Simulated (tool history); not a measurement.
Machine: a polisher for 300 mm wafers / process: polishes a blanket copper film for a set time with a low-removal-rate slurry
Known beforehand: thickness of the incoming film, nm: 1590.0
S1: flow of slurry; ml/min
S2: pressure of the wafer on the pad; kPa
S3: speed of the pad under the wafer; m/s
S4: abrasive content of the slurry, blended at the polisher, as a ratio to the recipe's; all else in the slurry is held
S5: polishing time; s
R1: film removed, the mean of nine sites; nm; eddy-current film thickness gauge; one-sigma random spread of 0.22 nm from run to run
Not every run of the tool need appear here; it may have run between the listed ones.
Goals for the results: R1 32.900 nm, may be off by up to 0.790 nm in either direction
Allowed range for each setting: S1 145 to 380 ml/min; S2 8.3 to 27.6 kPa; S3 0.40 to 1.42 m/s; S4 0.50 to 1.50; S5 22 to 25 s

run 1 day=0.000 | S1=245 S2=17.9 S3=0.90 S4=1.00 S5=25 | R1=67.030
run 2 day=0.196 | S1=270 S2=17.9 S3=0.90 S4=1.00 S5=25 | R1=68.007
run 3 day=0.308 | S1=260 S2=15.2 S3=0.86 S4=1.00 S5=25 | R1=56.209
run 4 day=0.529 | S1=250 S2=13.1 S3=0.82 S4=1.00 S5=25 | R1=46.795
run 5 day=0.704 | S1=235 S2=11.7 S3=0.80 S4=1.00 S5=25 | R1=41.657
-- day=0.967 head pressure recalibrated
run 6 day=0.967 | S1=185 S2=11.7 S3=0.80 S4=1.00 S5=25 | R1=36.079
run 7 day=1.304 | S1=175 S2=11.7 S3=0.80 S4=1.00 S5=25 | R1=36.135
run 8 day=1.417 | S1=165 S2=11.7 S3=0.80 S4=1.00 S5=25 | R1=35.252
run 9 day=1.783 | S1=160 S2=11.7 S3=0.80 S4=1.00 S5=25 | R1=35.331
run 10 day=1.904 | S1=155 S2=11.7 S3=0.80 S4=1.00 S5=25 | R1=35.153
run 11 day=2.275 | S1=150 S2=11.7 S3=0.80 S4=1.00 S5=25 | R1=34.688

Exercise: of the 5 proposed moves below, exactly one satisfies all targets within the stated allowed misses. Which move is it?
run A day=2.646 | S1=165 S2=13.1 S3=0.68 S4=1.15 S5=25 | R1=?
run B day=2.646 | S1=145 S2=12.4 S3=0.78 S4=0.95 S5=22 | R1=?
run C day=2.646 | S1=145 S2=13.1 S3=0.74 S4=0.90 S5=25 | R1=?
run D day=2.646 | S1=145 S2=11.7 S3=0.82 S4=1.00 S5=23 | R1=?
run E day=2.646 | S1=150 S2=9.0 S3=0.98 S4=1.15 S5=25 | R1=?

move=A R1=33.877
move=B R1=30.782
move=C R1=34.542
move=D R1=32.429
move=E R1=34.589
A: nearer the targets than the last run, but a result is still out of spec
B: takes the result that was furthest off past its target
C: nearer the targets than the last run, but a result is still out of spec
D: all results in spec
E: nearer the targets than the last run, but a result is still out of spec
Move D is the one to make.
